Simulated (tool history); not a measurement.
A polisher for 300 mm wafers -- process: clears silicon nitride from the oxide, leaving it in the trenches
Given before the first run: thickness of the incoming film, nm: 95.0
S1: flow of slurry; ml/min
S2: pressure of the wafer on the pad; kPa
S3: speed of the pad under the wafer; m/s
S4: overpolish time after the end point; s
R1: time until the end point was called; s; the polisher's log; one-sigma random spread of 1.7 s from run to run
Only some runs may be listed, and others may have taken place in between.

run 1 hour=0.0 | S1=295 S2=11.7 S3=1.18 S4=45 | R1=154.56
run 2 hour=3.4 | S1=295 S2=11.7 S3=0.98 S4=45 | R1=182.71
run 3 hour=5.2 | S1=295 S2=11.7 S3=0.68 S4=45 | R1=270.39
run 4 hour=10.4 | S1=295 S2=9.7 S3=0.68 S4=45 | R1=331.71
run 5 hour=14.0 | S1=295 S2=9.7 S3=0.92 S4=45 | R1=239.74
run 6 hour=19.1 | S1=295 S2=11.7 S3=0.92 S4=45 | R1=201.52
run 7 hour=22.9 | S1=295 S2=12.4 S3=0.92 S4=45 | R1=187.54
run 8 hour=25.4 | S1=295 S2=13.1 S3=0.92 S4=45 | R1=181.09

Run 9 is up next; what results do you expect?
run 9 hour=28.4 | S1=295 S2=13.8 S3=0.92 S4=45 | R1=?

{"run 9": {"R1": 167.34}}
